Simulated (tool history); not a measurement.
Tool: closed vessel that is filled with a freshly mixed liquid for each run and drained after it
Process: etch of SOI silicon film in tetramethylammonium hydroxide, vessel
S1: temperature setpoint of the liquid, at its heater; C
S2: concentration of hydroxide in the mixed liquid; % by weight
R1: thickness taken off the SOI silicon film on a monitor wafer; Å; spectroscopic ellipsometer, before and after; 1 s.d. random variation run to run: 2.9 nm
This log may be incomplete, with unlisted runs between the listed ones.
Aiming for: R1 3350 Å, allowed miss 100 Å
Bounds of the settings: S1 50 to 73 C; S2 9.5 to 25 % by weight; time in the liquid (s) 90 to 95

run 1 hour=0 | S1=60 S2=18.5 time_in_the_liquid_(s)=90 | R1=2705
run 2 hour=7.7 | S1=60 S2=18.5 time_in_the_liquid_(s)=95 | R1=2865.3
run 3 hour=11.7 | S1=60 S2=21.5 time_in_the_liquid_(s)=95 | R1=2663.8
run 4 hour=19.4 | S1=61 S2=21.5 time_in_the_liquid_(s)=95 | R1=2795
run 5 hour=23.4 | S1=57.5 S2=21.5 time_in_the_liquid_(s)=95 | R1=2264.7
run 6 hour=27.8 | S1=59.5 S2=21.5 time_in_the_liquid_(s)=95 | R1=2544.8
run 7 hour=32.9 | S1=61 S2=21.5 time_in_the_liquid_(s)=95 | R1=2781.2
run 8 hour=38 | S1=62 S2=21.5 time_in_the_liquid_(s)=95 | R1=2982.4
run 9 hour=43.5 | S1=62.5 S2=21.5 time_in_the_liquid_(s)=95 | R1=3118
run 10 hour=44.5 | S1=63 S2=21.5 time_in_the_liquid_(s)=95 | R1=3140.7

Next run, 4 choices. One meets every target within its allowed miss, the rest don't. Which?
run A hour=45.5 | S1=62.5 S2=20 time_in_the_liquid_(s)=90 | R1=?
run B hour=45.5 | S1=63.5 S2=23.5 time_in_the_liquid_(s)=90 | R1=?
run C hour=45.5 | S1=66.5 S2=25 time_in_the_liquid_(s)=95 | R1=?
run D hour=45.5 | S1=64.5 S2=20.5 time_in_the_liquid_(s)=95 | R1=?

move=A R1=3040.5
move=B R1=2858.6
move=C R1=3337.1
move=D R1=3583.1
A: further off than the last run
B: further off than the last run
C: in spec on every target
D: moves the result that the last run missed by most past its target, out the other side
The move that meets every target is C.
